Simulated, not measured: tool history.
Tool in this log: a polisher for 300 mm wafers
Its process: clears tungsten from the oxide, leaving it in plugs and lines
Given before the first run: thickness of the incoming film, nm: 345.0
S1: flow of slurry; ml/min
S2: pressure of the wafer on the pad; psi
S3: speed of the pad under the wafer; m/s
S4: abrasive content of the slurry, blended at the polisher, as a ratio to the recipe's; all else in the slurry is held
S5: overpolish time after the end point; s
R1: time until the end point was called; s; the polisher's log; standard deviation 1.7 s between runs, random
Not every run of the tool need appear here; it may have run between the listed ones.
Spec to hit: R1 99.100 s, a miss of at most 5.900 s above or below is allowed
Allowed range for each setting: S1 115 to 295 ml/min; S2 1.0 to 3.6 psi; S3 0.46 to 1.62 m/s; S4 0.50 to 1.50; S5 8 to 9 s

run	hour	S1	S2	S3	S4	S5	R1
1	0.0	190	2.3	1.04	1.00	9	141.930
2	1.6	190	1.8	1.04	1.00	9	177.550
3	5.3	190	2.1	1.06	1.00	9	149.650
4	12.7	160	2.1	1.06	1.00	9	157.620
5	15.9	160	2.5	1.06	1.00	9	126.300
6	23.6	160	2.6	1.06	1.00	9	126.570
7	27.0	160	2.7	1.06	1.00	9	120.510
8	32.7	160	2.8	1.06	1.00	9	122.070
9	38.2	160	2.9	1.08	1.00	9	112.510
10	45.8	160	3.0	1.08	1.00	9	107.010
11	49.0	160	3.0	1.08	1.00	9	111.000
12	53.6	160	3.1	1.08	1.00	9	108.230

Consider the 4 candidate settings below. Which is the only one whose results all fall within their allowed miss of target?
A	58.2	170	3.6	1.18	1.15	8	?
B	58.2	160	3.3	0.98	1.05	8	?
C	58.2	205	3.1	0.98	1.00	8	?
D	58.2	155	3.2	1.06	1.20	8	?

move	R1
A	83.026
B	111.310
C	116.340
D	102.860
A: takes the biggest miss from the last run beyond its target
B: further off than the last run
C: further off than the last run
D: each result inside its tolerance
Move D is the one to make.
